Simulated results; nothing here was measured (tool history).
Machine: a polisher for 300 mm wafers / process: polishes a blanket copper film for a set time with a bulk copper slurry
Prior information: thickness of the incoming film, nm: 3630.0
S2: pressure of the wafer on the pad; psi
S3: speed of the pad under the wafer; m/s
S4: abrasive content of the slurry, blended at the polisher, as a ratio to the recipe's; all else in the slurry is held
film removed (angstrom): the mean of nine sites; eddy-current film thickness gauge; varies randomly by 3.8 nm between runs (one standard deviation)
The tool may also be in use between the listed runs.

{"run": 1, "hour": 0.0, "flow of slurry (ml/min)": 225, "S2": 1.9, "S3": 1.12, "S4": 1, "polishing time (s)": 29, "film removed (angstrom)": 2085.5}
{"run": 2, "hour": 2.4, "flow of slurry (ml/min)": 225, "S2": 2.1, "S3": 1.12, "S4": 1, "polishing time (s)": 29, "film removed (angstrom)": 2221.4}
{"run": 3, "hour": 8.0, "flow of slurry (ml/min)": 225, "S2": 1.6, "S3": 1.12, "S4": 1, "polishing time (s)": 29, "film removed (angstrom)": 1786.9}
{"run": 4, "hour": 15.5, "flow of slurry (ml/min)": 225, "S2": 1.8, "S3": 1.12, "S4": 1, "polishing time (s)": 29, "film removed (angstrom)": 1977.1}
{"run": 5, "hour": 18.5, "flow of slurry (ml/min)": 225, "S2": 2, "S3": 1.12, "S4": 1, "polishing time (s)": 29, "film removed (angstrom)": 2146.8}
{"run": 6, "hour": 20.5, "flow of slurry (ml/min)": 225, "S2": 2, "S3": 1.12, "S4": 0.8, "polishing time (s)": 29, "film removed (angstrom)": 2120.4}
{"run": 7, "hour": 24.4, "flow of slurry (ml/min)": 225, "S2": 2.2, "S3": 1.12, "S4": 0.8, "polishing time (s)": 29, "film removed (angstrom)": 2295.8}

Run 8 is up next; what results do you expect?
{"run": 8, "hour": 25.0, "flow of slurry (ml/min)": 230, "S2": 2.8, "S3": 1.2, "S4": 0.8, "polishing time (s)": 29, "film removed (angstrom)": "?"}

Run 8 measured film removed (angstrom) 3017.
